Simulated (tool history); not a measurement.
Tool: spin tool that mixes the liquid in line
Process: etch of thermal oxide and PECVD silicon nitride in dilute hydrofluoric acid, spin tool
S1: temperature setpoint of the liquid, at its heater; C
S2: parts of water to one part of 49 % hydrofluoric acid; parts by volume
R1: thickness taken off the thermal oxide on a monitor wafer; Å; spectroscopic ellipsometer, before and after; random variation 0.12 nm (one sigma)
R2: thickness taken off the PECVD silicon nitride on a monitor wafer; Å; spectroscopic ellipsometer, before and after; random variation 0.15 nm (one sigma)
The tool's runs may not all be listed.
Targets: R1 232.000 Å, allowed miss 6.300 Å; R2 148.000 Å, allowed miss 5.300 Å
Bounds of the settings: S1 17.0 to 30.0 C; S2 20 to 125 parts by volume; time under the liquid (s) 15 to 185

{"run": 1, "hour": 0.0, "S1": 22.0, "S2": 70, "time under the liquid (s)": 95, "R1": 55.519, "R2": 34.194}
{"run": 2, "hour": 8.8, "S1": 23.0, "S2": 55, "time under the liquid (s)": 105, "R1": 82.133, "R2": 51.831}
{"run": 3, "hour": 16.7, "S1": 23.5, "S2": 45, "time under the liquid (s)": 115, "R1": 114.1, "R2": 70.665}
{"run": 4, "hour": 22.3, "S1": 24.5, "S2": 40, "time under the liquid (s)": 120, "R1": 141.7, "R2": 89.035}
{"run": 5, "hour": 25.3, "S1": 23.0, "S2": 40, "time under the liquid (s)": 120, "R1": 131.83, "R2": 80.757}
{"run": 6, "hour": 27.6, "S1": 25.5, "S2": 40, "time under the liquid (s)": 120, "R1": 145.83, "R2": 94.573}
{"run": 7, "hour": 33.2, "S1": 26.0, "S2": 35, "time under the liquid (s)": 120, "R1": 170.24, "R2": 109.32}
{"run": 8, "hour": 38.2, "S1": 26.5, "S2": 30, "time under the liquid (s)": 120, "R1": 205.73, "R2": 134.3}
{"run": 9, "hour": 43.9, "S1": 26.5, "S2": 20, "time under the liquid (s)": 120, "R1": 311.24, "R2": 198.02}
{"run": 10, "hour": 51.7, "S1": 26.0, "S2": 20, "time under the liquid (s)": 120, "R1": 306.38, "R2": 191.11}
{"run": 11, "hour": 57.4, "S1": 26.0, "S2": 25, "time under the liquid (s)": 125, "R1": 256.03, "R2": 161.05}
{"run": 12, "hour": 58.5, "S1": 26.0, "S2": 30, "time under the liquid (s)": 125, "R1": 211.26, "R2": 134.01}
{"run": 13, "hour": 61.0, "S1": 26.5, "S2": 30, "time under the liquid (s)": 125, "R1": 215.85, "R2": 138.37}
{"run": 14, "hour": 66.3, "S1": 26.5, "S2": 30, "time under the liquid (s)": 130, "R1": 224.06, "R2": 142.99}

4 next moves are on the table. One of them brings every result within its allowed miss. Which?
{"run": "A", "hour": 71.6, "S1": 28.0, "S2": 25, "time under the liquid (s)": 100, "R1": "?", "R2": "?"}
{"run": "B", "hour": 71.6, "S1": 25.5, "S2": 30, "time under the liquid (s)": 140, "R1": "?", "R2": "?"}
{"run": "C", "hour": 71.6, "S1": 29.0, "S2": 45, "time under the liquid (s)": 185, "R1": "?", "R2": "?"}
{"run": "D", "hour": 71.6, "S1": 29.5, "S2": 30, "time under the liquid (s)": 120, "R1": "?", "R2": "?"}

move=A R1=219.290 R2=150.450
move=B R1=229.180 R2=149.400
move=C R1=227.660 R2=167.570
move=D R1=231.240 R2=167.050
A: further off than the last run
B: meets every target
C: brings the result that was furthest off to its target, and leaves another outside
D: brings the result that was furthest off to its target, and leaves another outside
Answer: B
